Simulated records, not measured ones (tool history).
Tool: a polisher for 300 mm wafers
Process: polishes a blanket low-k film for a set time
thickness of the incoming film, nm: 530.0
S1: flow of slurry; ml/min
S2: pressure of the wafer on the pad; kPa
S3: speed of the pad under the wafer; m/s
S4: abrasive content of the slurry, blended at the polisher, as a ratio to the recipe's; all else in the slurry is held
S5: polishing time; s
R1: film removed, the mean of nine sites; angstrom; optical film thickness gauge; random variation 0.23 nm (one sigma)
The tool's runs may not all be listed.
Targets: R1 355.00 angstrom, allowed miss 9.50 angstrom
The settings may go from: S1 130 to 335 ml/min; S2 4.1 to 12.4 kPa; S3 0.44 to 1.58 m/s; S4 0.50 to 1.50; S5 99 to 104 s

run 1 day=0.000 | S1=215 S2=8.3 S3=1.00 S4=1.00 S5=99 | R1=218.45
run 2 day=0.208 | S1=220 S2=9.0 S3=1.00 S4=1.00 S5=99 | R1=233.21
run 3 day=0.396 | S1=250 S2=9.0 S3=1.00 S4=1.00 S5=99 | R1=238.59
run 4 day=0.662 | S1=250 S2=10.3 S3=1.00 S4=1.00 S5=99 | R1=268.03
run 5 day=0.729 | S1=250 S2=11.0 S3=1.02 S4=1.00 S5=99 | R1=283.85
run 6 day=0.792 | S1=220 S2=11.0 S3=1.02 S4=1.00 S5=99 | R1=283.45
run 7 day=0.996 | S1=220 S2=11.7 S3=1.06 S4=1.00 S5=99 | R1=305.58
run 8 day=1.217 | S1=230 S2=11.7 S3=1.08 S4=1.00 S5=99 | R1=308.08
run 9 day=1.429 | S1=235 S2=11.7 S3=1.12 S4=1.00 S5=99 | R1=320.86
run 10 day=1.675 | S1=240 S2=11.7 S3=1.14 S4=1.00 S5=99 | R1=323.70

Which of these 5 next moves meets every target?
run A day=1.921 | S1=235 S2=11.0 S3=1.22 S4=1.00 S5=103 | R1=?
run B day=1.921 | S1=240 S2=10.3 S3=1.10 S4=1.15 S5=100 | R1=?
run C day=1.921 | S1=270 S2=11.0 S3=1.12 S4=0.90 S5=104 | R1=?
run D day=1.921 | S1=275 S2=12.4 S3=1.52 S4=0.75 S5=100 | R1=?
run E day=1.921 | S1=185 S2=9.0 S3=1.20 S4=1.25 S5=99 | R1=?

move=A R1=337.56
move=B R1=310.74
move=C R1=302.75
move=D R1=356.42
move=E R1=295.84
A: nearer than the last run, and not there yet
B: further off than the last run
C: further off than the last run
D: meets every target
E: further off than the last run
The right move is D.

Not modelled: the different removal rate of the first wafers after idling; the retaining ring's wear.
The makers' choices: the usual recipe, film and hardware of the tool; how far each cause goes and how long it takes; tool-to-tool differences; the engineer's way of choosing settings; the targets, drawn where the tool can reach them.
